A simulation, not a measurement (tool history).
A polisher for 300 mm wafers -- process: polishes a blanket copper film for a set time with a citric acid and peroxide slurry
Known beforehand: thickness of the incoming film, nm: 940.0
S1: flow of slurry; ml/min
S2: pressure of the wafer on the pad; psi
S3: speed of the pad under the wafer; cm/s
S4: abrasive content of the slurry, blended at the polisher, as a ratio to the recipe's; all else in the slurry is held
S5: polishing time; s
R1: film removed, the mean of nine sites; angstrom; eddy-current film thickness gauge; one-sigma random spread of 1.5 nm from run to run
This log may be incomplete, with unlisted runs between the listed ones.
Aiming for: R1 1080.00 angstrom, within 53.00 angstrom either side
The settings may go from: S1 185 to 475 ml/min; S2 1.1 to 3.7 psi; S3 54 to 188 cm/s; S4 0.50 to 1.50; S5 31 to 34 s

| run | hour | S1 | S2 | S3 | S4 | S5 | R1 |
|---|---|---|---|---|---|---|---|
| 1 | 0.0 | 305 | 2.4 | 120 | 1.00 | 34 | 860.61 |
| 2 | 5.0 | 305 | 2.4 | 120 | 1.10 | 34 | 895.05 |
| 3 | 13.4 | 340 | 2.4 | 120 | 1.10 | 34 | 885.04 |
| 4 | 20.4 | 340 | 2.4 | 98 | 1.10 | 34 | 722.99 |
| 5 | 24.4 | 340 | 2.4 | 98 | 1.30 | 34 | 754.76 |
| 6 | 27.6 | 340 | 2.6 | 98 | 1.30 | 34 | 804.74 |
| 7 | 31.1 | 340 | 2.8 | 98 | 1.30 | 34 | 886.70 |
| 8 | 33.4 | 340 | 2.9 | 98 | 1.30 | 34 | 915.86 |
| 9 | 40.2 | 340 | 3.0 | 98 | 1.30 | 34 | 925.96 |
| 10 | 46.6 | 340 | 3.1 | 98 | 1.30 | 34 | 967.40 |
| 11 | 51.0 | 340 | 3.2 | 98 | 1.30 | 34 | 1001.70 |

Exactly one of the 5 candidate moves below puts every result within its allowed miss. Which one?
| A | 55.4 | 375 | 3.1 | 100 | 1.45 | 31 | ? |
| B | 55.4 | 380 | 3.3 | 102 | 1.25 | 34 | ? |
| C | 55.4 | 380 | 3.4 | 108 | 1.40 | 34 | ? |
| D | 55.4 | 340 | 3.6 | 74 | 1.45 | 34 | ? |
| E | 55.4 | 335 | 2.7 | 108 | 1.45 | 32 | ? |

| move | R1 |
|---|---|
| A | 960.22 |
| B | 1095.60 |
| C | 1231.10 |
| D | 902.76 |
| E | 925.36 |
A: moves away from the targets compared with the last run
B: all results land within tolerance of their targets
C: carries the result that was furthest off beyond its target, to the other side
D: moves away from the targets compared with the last run
E: moves away from the targets compared with the last run
Go with B: it meets all targets.
